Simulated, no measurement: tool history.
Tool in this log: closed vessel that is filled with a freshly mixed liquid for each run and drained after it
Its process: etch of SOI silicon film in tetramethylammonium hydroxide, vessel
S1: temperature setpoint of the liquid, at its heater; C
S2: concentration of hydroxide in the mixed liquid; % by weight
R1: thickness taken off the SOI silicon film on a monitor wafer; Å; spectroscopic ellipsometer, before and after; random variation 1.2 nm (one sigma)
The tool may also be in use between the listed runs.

Run 1, day 0.000: S1 62.0 C, S2 18.0 % by weight, time in the liquid (s) 105. Result: R1 3825.5 Å.
Run 2, day 0.325: S1 62.0 C, S2 18.0 % by weight, time in the liquid (s) 110. Result: R1 4010.8 Å.
Run 3, day 0.371: S1 58.0 C, S2 18.0 % by weight, time in the liquid (s) 110. Result: R1 3111.6 Å.
Run 4, day 0.738: S1 58.0 C, S2 18.0 % by weight, time in the liquid (s) 110. Result: R1 3157.5 Å.
Run 5, day 0.925: S1 58.0 C, S2 18.0 % by weight, time in the liquid (s) 110. Result: R1 3109.5 Å.
Run 6, day 0.996: S1 61.5 C, S2 18.0 % by weight, time in the liquid (s) 110. Result: R1 3890.9 Å.
Run 7, day 1.333: S1 58.0 C, S2 18.0 % by weight, time in the liquid (s) 110. Result: R1 3164.4 Å.

The next listed run, before its measurement:
Run 8, day 1.417: S1 51.5 C, S2 19.5 % by weight, time in the liquid (s) 110. Result: R1 ?.

R1: 1956.6 Å

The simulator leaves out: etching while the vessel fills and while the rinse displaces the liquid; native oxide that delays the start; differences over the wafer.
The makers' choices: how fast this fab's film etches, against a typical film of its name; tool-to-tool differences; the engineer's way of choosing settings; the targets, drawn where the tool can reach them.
